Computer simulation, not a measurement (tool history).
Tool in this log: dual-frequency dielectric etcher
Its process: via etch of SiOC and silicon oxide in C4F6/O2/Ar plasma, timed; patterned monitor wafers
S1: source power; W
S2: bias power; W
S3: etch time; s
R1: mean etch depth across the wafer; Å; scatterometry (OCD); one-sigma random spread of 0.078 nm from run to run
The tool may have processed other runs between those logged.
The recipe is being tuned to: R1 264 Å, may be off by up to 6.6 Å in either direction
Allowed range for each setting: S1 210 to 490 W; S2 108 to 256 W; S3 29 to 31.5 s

run  hour   S1   S2    S3      R1
  1     0  350  182  31.5  337.39
  2   0.8  340  176  31.5  328.07
  3   8.2  310  176  31.5  313.97
  4   9.6  300  173  31.5  306.24
  5  14.7  260  173  31.5  284.22
  6  22.6  260  200  31.5   303.6
  7    25  250  197  31.5  295.99
  8  31.5  250  197  31.5  295.96
  9  35.7  250  194  31.5  291.84
 10  36.9  250  192  31.5  292.19
 11  44.3  250  190  31.5  290.44
 12  52.2  250  188  31.5  289.47

Exercise: of the 5 proposed moves below, exactly one satisfies all targets within the stated allowed misses. Which move is it?
  A  60.1  220  198    30   ?
  B  60.1  250  184  30.5   ?
  C  60.1  290  193  31.5   ?
  D  60.1  240  206  30.5   ?
  E  60.1  260  182  30.5   ?

move      R1
   A  262.43
   B   276.7
   C  314.64
   D   284.4
   E  281.07
A: every result lands within tolerance
B: closes in on the targets versus the last run, not all within tolerance yet
C: the biggest miss grows against the last run
D: closes in on the targets versus the last run, not all within tolerance yet
E: closes in on the targets versus the last run, not all within tolerance yet
A is the move that brings every result within its allowed miss.
